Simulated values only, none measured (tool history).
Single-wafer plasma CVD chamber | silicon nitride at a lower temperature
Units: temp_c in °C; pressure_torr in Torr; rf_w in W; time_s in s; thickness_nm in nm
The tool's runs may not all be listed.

run,hour,temp_c,pressure_torr,rf_w,time_s,thickness_nm
1,0,360,1.85,285,35.2,43.727
2,5.6,360,1.85,285,36.3,44.588
3,8,367,1.85,285,36.3,44.676
4,12.2,367,1.85,285,36.3,44.955
5,16.3,367,1.85,255,36.3,41.088
6,20.4,367,1.72,250,36.3,39.533

Run 7 comes next. What will it give?
7,22.2,367,1.59,245,36.3,?

Run 7 gave thickness_nm 38.172 nm.
